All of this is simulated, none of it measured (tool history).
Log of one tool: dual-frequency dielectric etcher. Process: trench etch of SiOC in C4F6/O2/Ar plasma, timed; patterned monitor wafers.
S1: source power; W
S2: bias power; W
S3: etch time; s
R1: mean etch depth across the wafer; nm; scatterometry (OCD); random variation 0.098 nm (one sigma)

run    day   S1   S2    S3      R1
  1  0.000  280  170  11.0  21.498
  2  0.321  280  144  11.0  20.668
  3  0.558  280  162  11.0  21.389
  4  0.754  280  162  11.0  21.173
  5  0.933  240  162  11.0  20.237
  6  1.012  240  173  11.0  20.497
  7  1.383  180  146  10.5  17.161

The next listed run, before its measurement:
  8  1.717  190  147  10.5   ?

Run 8 gave R1 17.335 nm.

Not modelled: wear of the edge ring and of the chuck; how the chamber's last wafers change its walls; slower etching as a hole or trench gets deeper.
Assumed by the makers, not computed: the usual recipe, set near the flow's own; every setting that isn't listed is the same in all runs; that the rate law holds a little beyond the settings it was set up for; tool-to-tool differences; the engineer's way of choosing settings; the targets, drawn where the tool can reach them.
